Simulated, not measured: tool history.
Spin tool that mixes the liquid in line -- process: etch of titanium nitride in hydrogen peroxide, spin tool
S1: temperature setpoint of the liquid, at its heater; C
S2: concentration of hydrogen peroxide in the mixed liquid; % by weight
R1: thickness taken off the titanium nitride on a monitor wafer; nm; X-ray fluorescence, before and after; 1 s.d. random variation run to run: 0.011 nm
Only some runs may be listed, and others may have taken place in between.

run 1 day=0 | S1=44 S2=24.5 time_under_the_liquid_(s)=70 | R1=4.1865
run 2 day=0.158 | S1=44 S2=21.5 time_under_the_liquid_(s)=70 | R1=4.0746
run 3 day=0.483 | S1=39.5 S2=21.5 time_under_the_liquid_(s)=70 | R1=2.8811
run 4 day=0.604 | S1=39 S2=21.5 time_under_the_liquid_(s)=70 | R1=2.7829
run 5 day=0.921 | S1=38.5 S2=21.5 time_under_the_liquid_(s)=70 | R1=2.6778
run 6 day=0.975 | S1=38.5 S2=19 time_under_the_liquid_(s)=70 | R1=2.6043
run 7 day=1.25 | S1=38 S2=19 time_under_the_liquid_(s)=70 | R1=2.5093
run 8 day=1.533 | S1=33.5 S2=19 time_under_the_liquid_(s)=70 | R1=1.7679

What does the tool deliver on the next run?
run 9 day=1.692 | S1=34 S2=19 time_under_the_liquid_(s)=70 | R1=?

R1: 1.8354 nm
